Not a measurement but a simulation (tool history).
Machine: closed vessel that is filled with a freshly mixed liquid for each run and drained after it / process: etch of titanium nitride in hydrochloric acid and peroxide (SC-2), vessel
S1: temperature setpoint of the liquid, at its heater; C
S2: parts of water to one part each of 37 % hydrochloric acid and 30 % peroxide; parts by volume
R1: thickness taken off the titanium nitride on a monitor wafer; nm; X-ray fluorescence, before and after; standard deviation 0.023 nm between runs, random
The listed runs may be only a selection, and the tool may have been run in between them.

Run 1, hour 0: S1 49 C, S2 11.5 parts by volume, time in the liquid (s) 335. Result: R1 11.156 nm.
Run 2, hour 5: S1 45 C, S2 13.5 parts by volume, time in the liquid (s) 335. Result: R1 7.2952 nm.
Run 3, hour 6.6: S1 42 C, S2 14.5 parts by volume, time in the liquid (s) 335. Result: R1 5.618 nm.
Run 4, hour 14.2: S1 40 C, S2 15.5 parts by volume, time in the liquid (s) 335. Result: R1 4.5643 nm.
Run 5, hour 15.2: S1 38.5 C, S2 16 parts by volume, time in the liquid (s) 335. Result: R1 4.0519 nm.
Run 6, hour 17.1: S1 37.5 C, S2 16.5 parts by volume, time in the liquid (s) 335. Result: R1 3.6017 nm.
Run 7, hour 25.8: S1 37 C, S2 17 parts by volume, time in the liquid (s) 335. Result: R1 3.3902 nm.
Run 8, hour 34.5: S1 37 C, S2 17 parts by volume, time in the liquid (s) 335. Result: R1 3.3773 nm.
Run 9, hour 36.4: S1 36.5 C, S2 17.5 parts by volume, time in the liquid (s) 335. Result: R1 3.1652 nm.

Run 10 has not been measured yet. What should we expect?
Run 10, hour 37.3: S1 36 C, S2 17.5 parts by volume, time in the liquid (s) 335. Result: R1 ?.

{"run 10": {"R1": 3.145}}
